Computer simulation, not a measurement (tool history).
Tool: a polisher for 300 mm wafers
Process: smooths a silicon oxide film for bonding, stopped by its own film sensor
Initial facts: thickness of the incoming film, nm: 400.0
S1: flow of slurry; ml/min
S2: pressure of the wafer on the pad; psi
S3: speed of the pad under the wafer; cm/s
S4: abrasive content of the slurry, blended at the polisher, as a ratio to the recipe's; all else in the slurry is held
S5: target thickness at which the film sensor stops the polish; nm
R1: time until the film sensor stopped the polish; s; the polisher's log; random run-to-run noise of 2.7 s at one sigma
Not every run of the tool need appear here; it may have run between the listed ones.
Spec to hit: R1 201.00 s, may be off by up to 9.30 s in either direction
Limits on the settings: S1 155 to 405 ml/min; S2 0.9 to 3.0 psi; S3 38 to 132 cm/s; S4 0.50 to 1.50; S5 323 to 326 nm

| run | hour | S1 | S2 | S3 | S4 | S5 | R1 |
|---|---|---|---|---|---|---|---|
| 1 | 0.0 | 260 | 1.9 | 84 | 1.00 | 326 | 132.34 |
| 2 | 4.1 | 260 | 1.7 | 84 | 1.00 | 326 | 147.87 |
| 3 | 9.1 | 260 | 2.0 | 84 | 1.00 | 326 | 130.60 |
| 4 | 14.0 | 260 | 1.7 | 82 | 1.00 | 326 | 149.52 |
| 5 | 17.1 | 260 | 1.7 | 82 | 1.10 | 326 | 140.98 |
| 6 | 25.6 | 260 | 1.5 | 82 | 1.10 | 326 | 148.97 |
| 7 | 31.9 | 260 | 1.3 | 80 | 1.10 | 326 | 172.33 |
| 8 | 34.8 | 260 | 1.2 | 80 | 1.10 | 326 | 181.05 |
| 9 | 43.7 | 260 | 1.1 | 80 | 1.10 | 326 | 190.91 |

Which of these 5 next moves meets every target?
| A | 52.6 | 285 | 1.1 | 88 | 1.00 | 326 | ? |
| B | 52.6 | 280 | 1.0 | 84 | 1.25 | 325 | ? |
| C | 52.6 | 250 | 1.0 | 84 | 1.05 | 324 | ? |
| D | 52.6 | 265 | 1.2 | 76 | 1.20 | 325 | ? |
| E | 52.6 | 255 | 0.9 | 94 | 1.25 | 324 | ? |

| move | R1 |
|---|---|
| A | 181.41 |
| B | 180.60 |
| C | 201.90 |
| D | 179.82 |
| E | 179.41 |
A: further off than the last run
B: further off than the last run
C: every result within its allowed miss
D: further off than the last run
E: further off than the last run
Move C is the one to make.
